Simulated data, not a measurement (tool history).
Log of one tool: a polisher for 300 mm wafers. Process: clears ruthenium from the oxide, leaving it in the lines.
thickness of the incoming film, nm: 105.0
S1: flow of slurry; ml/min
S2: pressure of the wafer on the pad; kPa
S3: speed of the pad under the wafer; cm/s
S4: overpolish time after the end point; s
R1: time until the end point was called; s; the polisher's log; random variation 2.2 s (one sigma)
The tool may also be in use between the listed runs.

run 1 hour=0 | S1=280 S2=15.9 S3=102 S4=4 | R1=75.877
run 2 hour=8.7 | S1=280 S2=13.8 S3=102 S4=4 | R1=90.413
run 3 hour=13.4 | S1=235 S2=13.8 S3=102 S4=4 | R1=90.865
run 4 hour=15.4 | S1=235 S2=13.8 S3=116 S4=4 | R1=79.933
run 5 hour=16.8 | S1=230 S2=12.4 S3=108 S4=4 | R1=97.093
run 6 hour=21.5 | S1=230 S2=11 S3=102 S4=4 | R1=113.73
run 7 hour=26.9 | S1=225 S2=6.9 S3=76 S4=4 | R1=239.16

Run 8 comes next. What will it give?
run 8 hour=35.8 | S1=225 S2=7.6 S3=76 S4=4 | R1=?

R1: 215.59 s
